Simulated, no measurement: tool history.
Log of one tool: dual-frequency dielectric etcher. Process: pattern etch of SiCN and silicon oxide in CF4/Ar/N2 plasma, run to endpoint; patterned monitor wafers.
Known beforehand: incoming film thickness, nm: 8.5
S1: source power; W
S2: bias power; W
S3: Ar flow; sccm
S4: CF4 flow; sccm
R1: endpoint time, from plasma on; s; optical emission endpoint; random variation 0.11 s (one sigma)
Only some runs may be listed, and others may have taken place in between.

run	day	S1	S2	S3	S4	R1
1	0	310	98	138	77	12.996
2	0.329	310	98	122	77	12.761
3	0.367	310	98	122	72	13.125
4	0.55	310	98	122	66	13.238
5	0.921	310	110	122	66	12.648
6	1.288	370	110	122	66	10.467
7	1.404	340	109	122	66	11.428
8	1.675	320	108	122	66	12.309

For run 9, what comes out?
9	1.754	260	106	123	66	?

Run 9 produced R1 15.462 s.
